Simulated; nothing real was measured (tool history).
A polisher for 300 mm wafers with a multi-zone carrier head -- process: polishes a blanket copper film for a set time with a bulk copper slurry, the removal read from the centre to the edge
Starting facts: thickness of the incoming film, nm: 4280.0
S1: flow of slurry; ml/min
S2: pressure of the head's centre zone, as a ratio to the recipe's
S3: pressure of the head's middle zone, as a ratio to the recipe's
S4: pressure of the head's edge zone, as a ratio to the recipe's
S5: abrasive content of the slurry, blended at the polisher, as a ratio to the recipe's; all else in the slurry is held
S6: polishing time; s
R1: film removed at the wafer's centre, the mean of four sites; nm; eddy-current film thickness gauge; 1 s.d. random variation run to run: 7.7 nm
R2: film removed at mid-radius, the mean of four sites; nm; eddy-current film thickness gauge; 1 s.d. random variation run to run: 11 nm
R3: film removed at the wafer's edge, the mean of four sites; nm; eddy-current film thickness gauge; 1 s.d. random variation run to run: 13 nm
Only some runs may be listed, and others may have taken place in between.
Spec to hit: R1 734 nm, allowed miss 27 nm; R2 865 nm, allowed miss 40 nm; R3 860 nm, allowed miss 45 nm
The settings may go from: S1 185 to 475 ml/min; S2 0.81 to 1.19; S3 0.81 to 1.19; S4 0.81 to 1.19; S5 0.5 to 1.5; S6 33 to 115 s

run  hour   S1    S2    S3    S4    S5  S6      R1      R2      R3
  1     0  305     1     1     1     1  73  559.22  581.99  561.49
  2   2.8  305  1.08     1     1     1  73  605.94  577.95  550.69
  3   9.1  305  1.08     1     1   1.1  73  624.92  608.26  562.57
  4  11.7  305  1.08  0.95     1   1.1  73  617.75  566.89  591.53
  5  16.1  305  1.01  0.95     1   1.1  73   575.5  581.43  576.35
  6  19.8  305  1.01  0.95     1   1.3  73   608.7   590.9   596.3
  7  24.1  305  0.98  0.96  1.02  1.35  77  622.77  635.05  651.97
  8    33  305  0.97  0.98  1.04   1.4  79   635.7  668.01  667.82
  9  40.7  305  0.96  0.99  1.05   1.4  82  664.83  698.32  680.63
 10  41.4  305  0.94  0.99  1.05   1.4  85  681.75  739.96  733.41

Which one of the following 5 next-run settings gets every result inside its allowed miss? There is exactly one.
  A  42.1  465  0.86  0.98  1.05   1.2  102   ?   ?   ?
  B  42.1  285  1.05  1.06  1.02  1.35   71   ?   ?   ?
  C  42.1  305  0.85   0.9  1.11  1.45   88   ?   ?   ?
  D  42.1  285   0.9  0.81  1.17   1.3   99   ?   ?   ?
  E  42.1  305  0.82  1.19  1.04   1.3   99   ?   ?   ?

move      R1      R2      R3
   A  743.32  884.21  852.39
   B  624.68  638.67  584.32
   C  640.76  736.76  773.63
   D   737.9  755.82  867.11
   E  677.76  955.49  817.88
A: all results land within tolerance of their targets
B: lands further from the targets than the last run did
C: lands further from the targets than the last run did
D: nearer the targets than the last run, but a result is still out of spec
E: the result that was furthest off in the last run now lies on the other side of its target
Correct choice: A, which meets every target

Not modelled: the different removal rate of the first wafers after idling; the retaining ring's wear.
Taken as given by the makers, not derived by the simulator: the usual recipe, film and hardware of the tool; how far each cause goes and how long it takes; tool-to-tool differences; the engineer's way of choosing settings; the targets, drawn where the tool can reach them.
